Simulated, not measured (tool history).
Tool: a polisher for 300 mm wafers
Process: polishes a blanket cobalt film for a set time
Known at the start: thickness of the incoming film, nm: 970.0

| run | day | flow of slurry (ml/min) | pressure of the wafer on the pad (psi) | speed of the pad under the wafer (cm/s) | polishing time (s) | film removed (nm) |
|---|---|---|---|---|---|---|
| 1 | 0.000 | 135 | 1.7 | 76 | 38 | 118.82 |
| 2 | 0.208 | 135 | 1.8 | 76 | 38 | 128.33 |
| 3 | 0.279 | 135 | 1.9 | 76 | 38 | 128.18 |
| 4 | 0.417 | 135 | 2.2 | 76 | 38 | 147.97 |
| 5 | 0.675 | 135 | 2.2 | 76 | 38 | 146.92 |
| 6 | 0.704 | 135 | 2.3 | 78 | 38 | 160.60 |

Forecast run 7:
| 7 | 0.983 | 140 | 2.5 | 80 | 38 | ? |

{"run 7": {"film removed (nm)": 177.68}}
